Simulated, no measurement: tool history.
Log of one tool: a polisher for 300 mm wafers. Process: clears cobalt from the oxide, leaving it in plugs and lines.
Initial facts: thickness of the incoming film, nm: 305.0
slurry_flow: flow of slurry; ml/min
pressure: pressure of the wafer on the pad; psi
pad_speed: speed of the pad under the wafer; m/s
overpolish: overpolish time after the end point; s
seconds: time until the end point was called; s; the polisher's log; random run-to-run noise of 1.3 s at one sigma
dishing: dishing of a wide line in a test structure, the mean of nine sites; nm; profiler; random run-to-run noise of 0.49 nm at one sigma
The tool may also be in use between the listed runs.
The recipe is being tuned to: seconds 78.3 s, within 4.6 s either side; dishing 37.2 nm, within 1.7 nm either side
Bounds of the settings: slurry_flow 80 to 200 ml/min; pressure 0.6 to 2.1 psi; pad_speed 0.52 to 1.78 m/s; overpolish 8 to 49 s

run	day	slurry_flow	pressure	pad_speed	overpolish	seconds	dishing
1	0	130	1.3	1.14	25	66.992	46.144
2	0.296	130	1.2	1.14	22	72.793	42.66
3	0.646	130	0.9	1.14	22	97.438	36.821
4	0.762	130	1	1.14	20	83.882	38.069
5	1.108	130	1	1.14	25	85.468	42.535
6	1.346	130	1	1.14	23	89.078	40.685
7	1.683	130	1	1.14	21	84.665	38.235
8	2.038	130	1	1.14	20	86.411	37.49
9	2.183	130	1	1.14	20	84.595	37.276
10	2.471	130	1	1.14	19	85.834	36.473

5 candidate next runs follow, results not yet known. Just one meets every target within its allowed miss. Identify it.
A	2.758	165	1	1.44	15	?	?
B	2.758	145	1.1	0.98	26	?	?
C	2.758	120	1	1.28	23	?	?
D	2.758	140	1	1.46	15	?	?
E	2.758	145	0.8	1.56	18	?	?

move	seconds	dishing
A	66.196	37.115
B	89.506	42.228
C	78.222	42.36
D	66.996	36.865
E	77.303	37.725
A: carries the result that was furthest off beyond its target, to the other side
B: lands further from the targets than the last run did
C: corrects the largest miss of the last run, while another result sits out of spec
D: carries the result that was furthest off beyond its target, to the other side
E: hits every target within its allowed miss
The right move is E.
